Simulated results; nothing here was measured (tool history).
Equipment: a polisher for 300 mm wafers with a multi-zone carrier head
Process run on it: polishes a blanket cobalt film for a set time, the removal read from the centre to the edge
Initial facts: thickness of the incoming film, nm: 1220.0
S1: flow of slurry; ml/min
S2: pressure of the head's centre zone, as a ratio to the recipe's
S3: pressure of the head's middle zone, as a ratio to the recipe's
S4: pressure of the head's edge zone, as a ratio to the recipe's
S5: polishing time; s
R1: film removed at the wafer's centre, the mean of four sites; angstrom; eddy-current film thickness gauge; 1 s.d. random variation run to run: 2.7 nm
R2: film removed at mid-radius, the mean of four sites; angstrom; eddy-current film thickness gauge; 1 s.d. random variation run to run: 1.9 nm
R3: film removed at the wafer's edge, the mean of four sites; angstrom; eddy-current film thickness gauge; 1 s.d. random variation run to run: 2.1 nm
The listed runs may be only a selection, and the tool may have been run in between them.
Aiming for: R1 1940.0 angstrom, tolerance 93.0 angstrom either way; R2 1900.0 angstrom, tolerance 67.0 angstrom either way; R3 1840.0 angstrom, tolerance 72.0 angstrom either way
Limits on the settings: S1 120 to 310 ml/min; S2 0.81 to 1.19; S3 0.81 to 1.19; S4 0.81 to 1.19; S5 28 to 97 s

{"run": 1, "hour": 0.0, "S1": 200, "S2": 1.0, "S3": 1.0, "S4": 1.0, "S5": 62, "R1": 3549.2, "R2": 3548.6, "R3": 3533.3}
{"run": 2, "hour": 1.2, "S1": 185, "S2": 1.0, "S3": 0.99, "S4": 0.95, "S5": 51, "R1": 2840.6, "R2": 2790.9, "R3": 2879.0}
{"run": 3, "hour": 9.7, "S1": 185, "S2": 1.0, "S3": 0.99, "S4": 0.95, "S5": 57, "R1": 3227.3, "R2": 3073.9, "R3": 3135.1}
{"run": 4, "hour": 11.0, "S1": 185, "S2": 1.01, "S3": 1.01, "S4": 0.91, "S5": 48, "R1": 2722.8, "R2": 2644.0, "R3": 2569.1}
{"run": 5, "hour": 15.1, "S1": 185, "S2": 1.0, "S3": 1.01, "S4": 0.89, "S5": 43, "R1": 2419.9, "R2": 2367.7, "R3": 2286.5}
{"run": 6, "hour": 21.0, "S1": 185, "S2": 1.0, "S3": 1.01, "S4": 0.89, "S5": 49, "R1": 2787.7, "R2": 2733.2, "R3": 2640.9}
{"run": 7, "hour": 27.6, "S1": 190, "S2": 1.0, "S3": 1.01, "S4": 0.89, "S5": 43, "R1": 2501.0, "R2": 2406.9, "R3": 2322.2}
{"run": 8, "hour": 29.9, "S1": 190, "S2": 0.98, "S3": 1.01, "S4": 0.88, "S5": 39, "R1": 2175.2, "R2": 2188.8, "R3": 2080.6}
{"run": 9, "hour": 33.8, "S1": 195, "S2": 0.97, "S3": 0.99, "S4": 0.86, "S5": 38, "R1": 2115.1, "R2": 2113.9, "R3": 2022.8}
{"run": 10, "hour": 36.6, "S1": 200, "S2": 0.97, "S3": 0.98, "S4": 0.85, "S5": 37, "R1": 2041.6, "R2": 2015.8, "R3": 1982.3}
{"run": 11, "hour": 37.2, "S1": 200, "S2": 0.97, "S3": 0.98, "S4": 0.84, "S5": 36, "R1": 2049.8, "R2": 1975.1, "R3": 1909.4}
{"run": 12, "hour": 38.8, "S1": 200, "S2": 0.96, "S3": 0.98, "S4": 0.83, "S5": 36, "R1": 1980.6, "R2": 2006.0, "R3": 1899.1}

5 next moves are on the table. One of them brings every result within its allowed miss. Which?
{"run": "A", "hour": 40.4, "S1": 225, "S2": 0.98, "S3": 1.16, "S4": 0.89, "S5": 35, "R1": "?", "R2": "?", "R3": "?"}
{"run": "B", "hour": 40.4, "S1": 180, "S2": 1.04, "S3": 0.91, "S4": 0.83, "S5": 36, "R1": "?", "R2": "?", "R3": "?"}
{"run": "C", "hour": 40.4, "S1": 165, "S2": 0.97, "S3": 1.05, "S4": 0.83, "S5": 37, "R1": "?", "R2": "?", "R3": "?"}
{"run": "D", "hour": 40.4, "S1": 210, "S2": 0.96, "S3": 1.08, "S4": 0.81, "S5": 35, "R1": "?", "R2": "?", "R3": "?"}
{"run": "E", "hour": 40.4, "S1": 235, "S2": 0.94, "S3": 0.94, "S4": 0.81, "S5": 35, "R1": "?", "R2": "?", "R3": "?"}

move=A R1=1970.0 R2=2271.9 R3=1882.6
move=B R1=2064.1 R2=1835.4 R3=1833.7
move=C R1=1943.1 R2=2093.4 R3=1858.4
move=D R1=1907.0 R2=2115.8 R3=1793.5
move=E R1=1898.4 R2=1912.1 R3=1818.5
A: further off than the last run
B: corrects the largest miss of the last run, while another result sits out of spec
C: further off than the last run
D: further off than the last run
E: meets every target
So the answer is move E, the one that meets all the targets.
